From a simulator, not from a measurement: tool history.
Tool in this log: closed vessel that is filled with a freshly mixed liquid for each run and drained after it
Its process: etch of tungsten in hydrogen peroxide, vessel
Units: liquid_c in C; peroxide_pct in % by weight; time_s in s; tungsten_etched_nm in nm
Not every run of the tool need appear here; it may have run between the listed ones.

Run 1, hour 0.0: liquid_c 48.0 C, peroxide_pct 15.5 % by weight, time_s 100 s. Result: tungsten_etched_nm 74.538 nm.
Run 2, hour 3.0: liquid_c 48.0 C, peroxide_pct 17.5 % by weight, time_s 100 s. Result: tungsten_etched_nm 78.417 nm.
Run 3, hour 7.8: liquid_c 47.5 C, peroxide_pct 17.5 % by weight, time_s 100 s. Result: tungsten_etched_nm 76.709 nm.
Run 4, hour 16.1: liquid_c 47.0 C, peroxide_pct 17.5 % by weight, time_s 100 s. Result: tungsten_etched_nm 74.392 nm.
Run 5, hour 20.7: liquid_c 47.0 C, peroxide_pct 20.0 % by weight, time_s 100 s. Result: tungsten_etched_nm 79.315 nm.
Run 6, hour 29.3: liquid_c 47.0 C, peroxide_pct 17.5 % by weight, time_s 100 s. Result: tungsten_etched_nm 74.861 nm.
Run 7, hour 35.1: liquid_c 46.5 C, peroxide_pct 17.5 % by weight, time_s 100 s. Result: tungsten_etched_nm 72.671 nm.

The next listed run, before its measurement:
Run 8, hour 35.7: liquid_c 41.5 C, peroxide_pct 17.5 % by weight, time_s 100 s. Result: tungsten_etched_nm ?.

For run 8 the tool returned tungsten_etched_nm 52.368 nm.
